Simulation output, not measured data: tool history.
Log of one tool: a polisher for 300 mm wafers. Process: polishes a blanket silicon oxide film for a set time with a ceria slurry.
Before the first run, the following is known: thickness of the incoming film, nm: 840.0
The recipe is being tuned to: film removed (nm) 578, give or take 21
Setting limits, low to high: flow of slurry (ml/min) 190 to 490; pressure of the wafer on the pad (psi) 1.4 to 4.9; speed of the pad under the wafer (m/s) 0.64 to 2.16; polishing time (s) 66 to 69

run,day,flow of slurry (ml/min),pressure of the wafer on the pad (psi),speed of the pad under the wafer (m/s),polishing time (s),film removed (nm)
1,0,315,3.1,1.4,66,464.37
2,0.271,315,3.1,1.26,66,419.85
3,0.417,315,3.2,1.26,66,419.28
4,0.621,315,3.2,1,66,368.95
5,0.712,315,3.4,1,66,382.66
6,0.9,380,3.4,1,66,388.8
7,1.25,380,3.6,1,66,410.77
# day 1.417: slurry nozzle cleaned
8,1.417,380,3.8,1,66,433.52
9,1.529,380,3.9,1,66,447.22

5 next moves are on the table. One of them brings every result within its allowed miss. Which?
A,1.642,320,3.8,1.14,66,?
B,1.642,450,2.8,0.9,66,?
C,1.642,375,4.6,1.28,69,?
D,1.642,415,4.9,1,69,?
E,1.642,375,3.8,1.58,69,?

move,film removed (nm)
A,483.55
B,324.4
C,655.83
D,585.18
E,651.18
A: nearer the targets than the last run, but a result is still out of spec
B: further off than the last run
C: takes the biggest miss from the last run beyond its target
D: all results land within tolerance of their targets
E: takes the biggest miss from the last run beyond its target
So the answer is move D, the one that meets all the targets.
